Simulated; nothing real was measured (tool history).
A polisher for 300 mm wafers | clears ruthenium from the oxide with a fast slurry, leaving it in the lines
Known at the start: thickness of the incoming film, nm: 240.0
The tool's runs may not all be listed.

run    day  flow of slurry (ml/min)  pressure of the wafer on the pad (psi)  speed of the pad under the wafer (cm/s)  abrasive content of the slurry  overpolish time after the end point (s)  time until the end point was called (s)  dishing of a wide line in a test structure (angstrom)
  1  0.000                      175                                     2.7                                       94                            1.00                                       27                                   71.964                                                 441.31
  2  0.129                      175                                     2.7                                       94                            1.00                                       24                                   70.554                                                 407.70
  3  0.288                      175                                     2.7                                      116                            1.00                                       24                                   58.353                                                 437.81
  4  0.654                      170                                     2.6                                      122                            0.95                                       21                                   59.265                                                 415.44
  5  0.850                      170                                     2.6                                      122                            0.95                                       29                                   59.884                                                 470.11
  6  1.096                      170                                     2.5                                      126                            0.95                                       25                                   59.856                                                 444.06
  7  1.225                      170                                     2.6                                      124                            0.85                                       22                                   60.624                                                 437.81
  8  1.271                      160                                     2.4                                      128                            0.95                                       20                                   62.620                                                 391.36

Forecast run 9:
  9  1.592                      110                                     1.7                                      146                            1.20                                        8                                        ?                                                      ?

{"run 9": {"time until the end point was called (s)": 72.325, "dishing of a wide line in a test structure (angstrom)": 195.89}}

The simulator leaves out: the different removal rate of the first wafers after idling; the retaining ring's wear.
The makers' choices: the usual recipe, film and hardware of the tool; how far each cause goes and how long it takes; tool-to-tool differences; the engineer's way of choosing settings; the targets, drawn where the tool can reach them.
